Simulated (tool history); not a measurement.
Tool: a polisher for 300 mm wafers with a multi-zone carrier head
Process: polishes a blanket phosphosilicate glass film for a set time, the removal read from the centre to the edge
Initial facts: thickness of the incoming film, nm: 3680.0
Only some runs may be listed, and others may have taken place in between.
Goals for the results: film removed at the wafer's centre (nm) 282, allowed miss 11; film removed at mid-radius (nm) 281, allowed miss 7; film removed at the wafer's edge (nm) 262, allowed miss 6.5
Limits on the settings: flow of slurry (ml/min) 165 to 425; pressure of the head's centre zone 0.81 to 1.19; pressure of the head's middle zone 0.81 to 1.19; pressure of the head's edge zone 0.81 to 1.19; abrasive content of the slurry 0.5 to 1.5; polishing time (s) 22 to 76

run  hour  flow of slurry (ml/min)  pressure of the head's centre zone  pressure of the head's middle zone  pressure of the head's edge zone  abrasive content of the slurry  polishing time (s)  film removed at the wafer's centre (nm)  film removed at mid-radius (nm)  film removed at the wafer's edge (nm)
  1     0                      275                                   1                                   1                                 1                               1                  49                                   518.14                           523.61                                 525.77
  2   6.4                      275                                   1                                   1                                 1                             0.8                  49                                   451.18                           452.04                                 461.74
  3  11.4                      275                                1.08                                   1                                 1                             0.8                  49                                   491.71                           459.78                                 459.65
  4  18.8                      275                                1.07                                   1                              0.98                            0.75                  47                                   447.94                           423.91                                    413
  5  20.8                      270                                1.05                                0.99                              0.96                             0.7                  46                                   399.36                           383.34                                 382.73
  6  24.5                      270                                1.05                                0.99                              0.96                             0.7                  51                                   440.44                           426.87                                 424.36
  7  31.7                      270                                1.05                                0.99                              0.94                            0.65                  49                                   399.17                           385.28                                 384.77
  8  39.8                      270                                1.05                                0.99                              0.92                            0.65                  48                                   398.46                           377.72                                 368.07
  9  44.2                      270                                1.04                                0.99                               0.9                            0.65                  47                                   388.16                           372.61                                 357.64
 10  50.9                      270                                1.03                                0.99                              0.89                            0.65                  46                                   375.82                            363.5                                 348.38
 11  52.8                      265                                1.02                                0.99                              0.88                            0.65                  45                                   364.29                           354.09                                 341.56
 12  61.4                      270                                1.02                                0.99                              0.87                            0.65                  44                                   359.65                           344.82                                 325.88
 13  68.1                      275                                1.01                                0.99                              0.86                            0.65                  43                                   343.99                           341.22                                 320.85
 14  70.5                      275                                1.01                                0.99                              0.85                            0.65                  42                                   335.48                           332.81                                 310.07
 15  76.8                      255                                0.98                                0.96                              0.81                             0.5                  38                                   236.25                           229.96                                 217.88
 16  83.2                      280                                0.98                                0.96                              0.82                             0.5                  38                                   235.62                           231.78                                 220.58
 17  90.3                      280                                0.99                                0.98                              0.84                             0.5                  38                                   239.43                           237.99                                 223.45
 18  90.8                      275                                1.01                                0.99                              0.87                             0.5                  38                                   238.52                           241.03                                 226.44
 19  91.7                      275                                1.03                                   1                              0.89                             0.5                  38                                   248.15                           241.63                                 232.82
 20  97.8                      340                                1.08                                 1.1                              0.99                            0.55                  38                                   281.12                            291.1                                 268.57

Consider the 5 candidate settings below. Which is the only one whose results all fall within their allowed miss of target?
  A  103.9                      315                                1.06                                1.12                              0.99                             0.5                  40                                        ?                                ?                                      ?
  B  103.9                      340                                1.02                                 1.1                              1.05                            0.65                  33                                        ?                                ?                                      ?
  C  103.9                      265                                1.12                                1.14                              0.99                            0.55                  38                                        ?                                ?                                      ?
  D  103.9                      345                                1.08                                1.12                              0.95                            0.55                  39                                        ?                                ?                                      ?
  E  103.9                      355                                1.11                                1.09                              0.99                            0.65                  32                                        ?                                ?                                      ?

move  film removed at the wafer's centre (nm)  film removed at mid-radius (nm)  film removed at the wafer's edge (nm)
   A                                   270.32                           278.25                                 254.25
   B                                   276.26                           288.33                                    275
   C                                   288.99                           289.68                                 261.71
   D                                   295.95                              300                                 268.33
   E                                   287.16                           278.31                                 259.86
A: meets the target for the result that was furthest off, but another lies outside its allowed miss
B: misses by more than the last run did
C: nearer than the last run, and not there yet
D: misses by more than the last run did
E: every result within its allowed miss
So the answer is move E, the one that meets all the targets.

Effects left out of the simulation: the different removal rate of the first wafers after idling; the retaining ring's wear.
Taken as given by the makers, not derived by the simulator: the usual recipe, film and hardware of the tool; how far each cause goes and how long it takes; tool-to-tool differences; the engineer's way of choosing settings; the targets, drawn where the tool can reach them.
